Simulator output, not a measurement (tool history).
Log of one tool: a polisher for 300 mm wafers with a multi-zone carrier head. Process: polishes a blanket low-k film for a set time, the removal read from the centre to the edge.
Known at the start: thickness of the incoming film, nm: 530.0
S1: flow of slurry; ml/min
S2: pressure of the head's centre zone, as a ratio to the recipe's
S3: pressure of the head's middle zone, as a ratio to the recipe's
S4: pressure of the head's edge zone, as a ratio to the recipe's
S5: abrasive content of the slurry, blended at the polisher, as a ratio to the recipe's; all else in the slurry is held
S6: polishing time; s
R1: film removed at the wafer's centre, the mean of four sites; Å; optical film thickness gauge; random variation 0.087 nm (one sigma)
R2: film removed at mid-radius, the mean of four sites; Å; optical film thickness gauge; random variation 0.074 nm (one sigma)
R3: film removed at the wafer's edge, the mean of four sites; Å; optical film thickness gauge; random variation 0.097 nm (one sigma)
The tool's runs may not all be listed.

| run | day | S1 | S2 | S3 | S4 | S5 | S6 | R1 | R2 | R3 |
|---|---|---|---|---|---|---|---|---|---|---|
| 1 | 0 | 230 | 1 | 1 | 1 | 1 | 56 | 145.88 | 144.68 | 159.59 |
| 2 | 0.079 | 230 | 0.96 | 1.03 | 0.95 | 0.85 | 50 | 114.2 | 121.72 | 126.67 |
| 3 | 0.375 | 210 | 0.96 | 1.03 | 0.95 | 0.85 | 50 | 115.3 | 118.86 | 124.15 |
| 4 | 0.446 | 160 | 0.96 | 1.03 | 0.95 | 0.85 | 50 | 107.92 | 114.52 | 121.02 |
| 5 | 0.733 | 160 | 0.93 | 1.05 | 0.91 | 0.75 | 48 | 97.554 | 104.54 | 107.84 |
| 6 | 0.996 | 160 | 0.99 | 1.05 | 0.91 | 0.75 | 48 | 102.6 | 104.9 | 109.25 |

The next listed run, before its measurement:
| 7 | 1.225 | 160 | 0.99 | 1.05 | 0.91 | 0.75 | 48 | ? | ? | ? |

R1: 102.19 Å
R2: 103.77 Å
R3: 107.03 Å
